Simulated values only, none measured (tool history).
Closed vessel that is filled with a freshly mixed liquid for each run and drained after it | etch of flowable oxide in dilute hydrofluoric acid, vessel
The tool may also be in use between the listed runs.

run  hour  temperature setpoint of the liquid (°C)  parts of water to one part of 49 % hydrofluoric acid (parts by volume)  time in the liquid (s)  thickness taken off the flowable oxide on a monitor wafer (angstrom)
  1   0.0                                     20.0                                                                     180                      55                                                                77.307
  2   4.0                                     20.0                                                                     155                      55                                                                93.548
  3   6.0                                     20.0                                                                     155                      30                                                                49.754
  4  12.9                                     20.0                                                                     155                      30                                                                49.977
  5  21.3                                     20.0                                                                     155                      30                                                                50.253
  6  24.6                                     21.5                                                                     135                      35                                                                72.934
  7  28.2                                     22.5                                                                     120                      40                                                                99.640

What will run 8 give?
  8  33.2                                     23.5                                                                     115                      40                                                                     ?

thickness taken off the flowable oxide on a monitor wafer (angstrom): 108.090
